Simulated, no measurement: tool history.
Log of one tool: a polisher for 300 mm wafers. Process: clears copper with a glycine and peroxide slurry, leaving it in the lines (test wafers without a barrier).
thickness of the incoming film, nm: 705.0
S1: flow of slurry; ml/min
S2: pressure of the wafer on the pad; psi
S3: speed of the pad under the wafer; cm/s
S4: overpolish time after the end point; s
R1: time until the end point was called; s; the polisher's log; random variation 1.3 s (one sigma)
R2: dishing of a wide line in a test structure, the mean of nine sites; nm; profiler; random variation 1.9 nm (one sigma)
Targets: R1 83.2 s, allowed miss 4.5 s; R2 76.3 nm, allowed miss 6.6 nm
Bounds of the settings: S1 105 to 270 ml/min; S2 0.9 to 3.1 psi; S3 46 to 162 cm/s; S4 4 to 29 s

run    day   S1   S2   S3  S4      R1      R2
  1      0  175    2  104  15  144.07  42.776
  2  0.183  175    2  126  15   123.3  45.569
  3  0.308  175    2  114  15  132.47   47.66
  4  0.538  190    2  114  15  130.52  46.878
  5  0.642  195  2.2  116  16  121.65  52.237
  6  0.833  195  2.2  116  13  116.78  41.829
  7  1.129  200  2.8  124  19  92.517  64.253
  8  1.358  200  2.9  124  20   92.86  71.364
  9  1.504  200  2.9  126  20  91.325  71.127

4 next moves are on the table. One of them brings every result within its allowed miss. Which?
  A  1.65  180  2.9  142  22   ?   ?
  B  1.65  245  3.1  138  20   ?   ?
  C  1.65  145  3.1  130  15   ?   ?
  D  1.65  200    3  152  20   ?   ?

move      R1      R2
   A  81.014  75.062
   B  75.486  74.972
   C  85.287  61.827
   D  73.045   75.28
A: meets every target
B: takes the result that was furthest off past its target
C: brings the result that was furthest off to its target, and leaves another outside
D: takes the result that was furthest off past its target
Answer: A

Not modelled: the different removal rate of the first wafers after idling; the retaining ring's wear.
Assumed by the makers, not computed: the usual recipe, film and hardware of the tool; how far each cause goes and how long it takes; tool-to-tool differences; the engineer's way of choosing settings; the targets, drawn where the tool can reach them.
